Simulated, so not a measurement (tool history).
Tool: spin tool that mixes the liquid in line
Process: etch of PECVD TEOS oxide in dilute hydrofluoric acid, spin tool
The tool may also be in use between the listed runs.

run	hour	temperature setpoint of the liquid (K)	parts of water to one part of 49 % hydrofluoric acid (parts by volume)	time under the liquid (s)	thickness taken off the PECVD TEOS oxide on a monitor wafer (Å)
1	0.0	299.15	110	205	241.48
2	4.8	299.15	110	205	241.88
3	13.2	299.15	130	205	199.16
4	17.9	299.15	130	220	212.88
5	21.8	299.15	130	220	212.19
6	24.2	299.15	130	220	213.18

Forecast run 7:
7	24.8	303.15	125	220	?

thickness taken off the PECVD TEOS oxide on a monitor wafer (Å): 259.31
